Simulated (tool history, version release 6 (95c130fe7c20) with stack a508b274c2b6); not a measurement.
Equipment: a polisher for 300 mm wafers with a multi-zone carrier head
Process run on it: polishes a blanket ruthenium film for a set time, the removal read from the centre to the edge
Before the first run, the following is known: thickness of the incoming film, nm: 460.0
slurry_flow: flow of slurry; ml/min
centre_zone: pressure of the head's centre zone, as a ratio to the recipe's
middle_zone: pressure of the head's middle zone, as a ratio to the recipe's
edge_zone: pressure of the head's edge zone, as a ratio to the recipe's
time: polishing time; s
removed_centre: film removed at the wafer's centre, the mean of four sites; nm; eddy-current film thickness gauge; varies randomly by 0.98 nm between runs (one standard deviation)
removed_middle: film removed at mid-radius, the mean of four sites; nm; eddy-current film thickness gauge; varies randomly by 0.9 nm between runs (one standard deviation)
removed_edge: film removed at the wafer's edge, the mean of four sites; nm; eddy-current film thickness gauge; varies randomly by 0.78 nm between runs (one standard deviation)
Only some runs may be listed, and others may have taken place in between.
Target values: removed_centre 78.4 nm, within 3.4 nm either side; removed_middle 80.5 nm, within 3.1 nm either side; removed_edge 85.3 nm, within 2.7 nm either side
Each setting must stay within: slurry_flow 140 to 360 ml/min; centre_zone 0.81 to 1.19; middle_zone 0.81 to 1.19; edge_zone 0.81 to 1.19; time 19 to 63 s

{"run": 1, "hour": 0.0, "slurry_flow": 230, "centre_zone": 1, "middle_zone": 1, "edge_zone": 1, "time": 41, "removed_centre": 66.271, "removed_middle": 66.185, "removed_edge": 66.463}
{"run": 2, "hour": 3.3, "slurry_flow": 235, "centre_zone": 1, "middle_zone": 1.01, "edge_zone": 1.05, "time": 43, "removed_centre": 71.242, "removed_middle": 70.026, "removed_edge": 71.289}
{"run": 3, "hour": 9.2, "slurry_flow": 235, "centre_zone": 1, "middle_zone": 1.01, "edge_zone": 1.05, "time": 50, "removed_centre": 81.64, "removed_middle": 81.146, "removed_edge": 83.043}
{"run": 4, "hour": 9.7, "slurry_flow": 235, "centre_zone": 1, "middle_zone": 1.07, "edge_zone": 1.05, "time": 50, "removed_centre": 82.564, "removed_middle": 85.039, "removed_edge": 84.097}
{"run": 5, "hour": 14.8, "slurry_flow": 235, "centre_zone": 1, "middle_zone": 1.07, "edge_zone": 1.05, "time": 59, "removed_centre": 95.653, "removed_middle": 100.4, "removed_edge": 97.536}
{"run": 6, "hour": 18.8, "slurry_flow": 225, "centre_zone": 0.97, "middle_zone": 1.02, "edge_zone": 1.03, "time": 58, "removed_centre": 91.259, "removed_middle": 92.99, "removed_edge": 93.465}
{"run": 7, "hour": 19.8, "slurry_flow": 215, "centre_zone": 0.94, "middle_zone": 0.99, "edge_zone": 1.02, "time": 58, "removed_centre": 88.037, "removed_middle": 91.099, "removed_edge": 94.837}
{"run": 8, "hour": 24.5, "slurry_flow": 210, "centre_zone": 0.93, "middle_zone": 0.97, "edge_zone": 0.99, "time": 57, "removed_centre": 86.082, "removed_middle": 86.607, "removed_edge": 90.518}
{"run": 9, "hour": 25.4, "slurry_flow": 205, "centre_zone": 0.91, "middle_zone": 0.96, "edge_zone": 0.98, "time": 57, "removed_centre": 83.704, "removed_middle": 87.072, "removed_edge": 89.599}

5 candidate next runs follow, results not yet known. Just one meets every target within its allowed miss. Identify it.
{"run": "A", "hour": 26.3, "slurry_flow": 215, "centre_zone": 0.81, "middle_zone": 0.85, "edge_zone": 1.03, "time": 57, "removed_centre": "?", "removed_middle": "?", "removed_edge": "?"}
{"run": "B", "hour": 26.3, "slurry_flow": 195, "centre_zone": 1.06, "middle_zone": 0.98, "edge_zone": 1.08, "time": 50, "removed_centre": "?", "removed_middle": "?", "removed_edge": "?"}
{"run": "C", "hour": 26.3, "slurry_flow": 220, "centre_zone": 0.89, "middle_zone": 0.93, "edge_zone": 0.95, "time": 54, "removed_centre": "?", "removed_middle": "?", "removed_edge": "?"}
{"run": "D", "hour": 26.3, "slurry_flow": 215, "centre_zone": 0.83, "middle_zone": 1.11, "edge_zone": 0.88, "time": 56, "removed_centre": "?", "removed_middle": "?", "removed_edge": "?"}
{"run": "E", "hour": 26.3, "slurry_flow": 235, "centre_zone": 0.81, "middle_zone": 0.83, "edge_zone": 1.1, "time": 56, "removed_centre": "?", "removed_middle": "?", "removed_edge": "?"}

move=A removed_centre=75.714 removed_middle=77.656 removed_edge=93.023
move=B removed_centre=85.322 removed_middle=75.695 removed_edge=82.61
move=C removed_centre=78.905 removed_middle=79.445 removed_edge=84.995
move=D removed_centre=76.312 removed_middle=95.477 removed_edge=84.855
move=E removed_centre=75.237 removed_middle=75.58 removed_edge=95.028
A: the worst result of the last run now meets its target, but another is out of spec
B: carries the result that was furthest off beyond its target, to the other side
C: all results in spec
D: further off than the last run
E: carries the result that was furthest off beyond its target, to the other side
Move C is the one to make.
